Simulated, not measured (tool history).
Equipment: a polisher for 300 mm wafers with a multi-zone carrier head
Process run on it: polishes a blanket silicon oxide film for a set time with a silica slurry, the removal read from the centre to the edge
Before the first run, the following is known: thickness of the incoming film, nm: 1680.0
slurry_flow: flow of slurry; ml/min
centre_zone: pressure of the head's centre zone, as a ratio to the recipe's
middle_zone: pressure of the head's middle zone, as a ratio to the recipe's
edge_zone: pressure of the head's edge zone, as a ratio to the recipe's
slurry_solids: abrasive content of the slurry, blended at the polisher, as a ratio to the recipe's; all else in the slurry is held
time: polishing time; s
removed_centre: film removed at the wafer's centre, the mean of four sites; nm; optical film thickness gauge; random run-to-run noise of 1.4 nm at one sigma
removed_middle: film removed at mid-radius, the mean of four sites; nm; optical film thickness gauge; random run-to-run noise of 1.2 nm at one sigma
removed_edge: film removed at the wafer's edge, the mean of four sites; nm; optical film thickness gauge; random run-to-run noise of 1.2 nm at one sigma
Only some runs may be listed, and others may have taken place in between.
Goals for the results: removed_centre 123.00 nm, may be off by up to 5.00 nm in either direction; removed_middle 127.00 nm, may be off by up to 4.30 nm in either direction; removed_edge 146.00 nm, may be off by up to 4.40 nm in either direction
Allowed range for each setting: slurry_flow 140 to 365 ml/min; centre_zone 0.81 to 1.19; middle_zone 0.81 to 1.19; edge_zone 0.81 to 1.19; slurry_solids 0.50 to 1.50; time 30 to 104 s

run,hour,slurry_flow,centre_zone,middle_zone,edge_zone,slurry_solids,time,removed_centre,removed_middle,removed_edge
1,0.0,235,1.00,1.00,1.00,1.00,67,237.75,237.03,237.24
2,4.6,235,1.00,1.00,1.00,1.00,53,191.40,187.38,187.19
3,5.9,235,1.00,1.04,1.00,1.00,53,189.60,191.70,187.88
4,9.5,235,1.03,1.04,1.00,1.00,53,200.65,192.26,186.86
5,18.0,235,1.03,1.09,1.00,1.00,53,198.60,202.66,185.24
6,26.6,235,1.03,1.09,1.00,1.00,60,221.61,225.21,207.43
7,33.1,220,0.98,1.01,0.99,0.85,57,186.99,190.66,188.48
8,34.4,215,0.94,0.95,0.99,0.75,54,160.55,159.16,168.06
9,42.7,210,0.90,0.91,0.98,0.65,54,146.26,148.23,159.11
10,47.9,200,0.87,0.88,0.97,0.60,54,136.53,139.60,153.58
11,53.0,200,0.87,0.88,0.97,0.60,54,135.62,139.22,149.85
12,60.3,190,0.85,0.86,0.98,0.60,54,128.94,133.27,152.33
13,62.5,190,0.85,0.86,0.98,0.60,54,133.30,135.41,152.58

Of the 4 settings listed for the next run, only one would bring every result within its allowed miss of target. Which one?
A,64.7,175,1.01,0.81,1.07,0.65,51,?,?,?
B,64.7,225,0.92,0.82,0.98,0.55,53,?,?,?
C,64.7,180,0.87,0.89,1.07,0.55,51,?,?,?
D,64.7,175,0.81,0.89,0.92,0.75,52,?,?,?

move,removed_centre,removed_middle,removed_edge
A,148.65,122.58,154.37
B,137.55,125.18,148.07
C,121.06,124.97,145.23
D,128.66,142.68,154.29
A: its largest miss is bigger than the last run's
B: its largest miss is bigger than the last run's
C: every result lands within tolerance
D: its largest miss is bigger than the last run's
Answer: C

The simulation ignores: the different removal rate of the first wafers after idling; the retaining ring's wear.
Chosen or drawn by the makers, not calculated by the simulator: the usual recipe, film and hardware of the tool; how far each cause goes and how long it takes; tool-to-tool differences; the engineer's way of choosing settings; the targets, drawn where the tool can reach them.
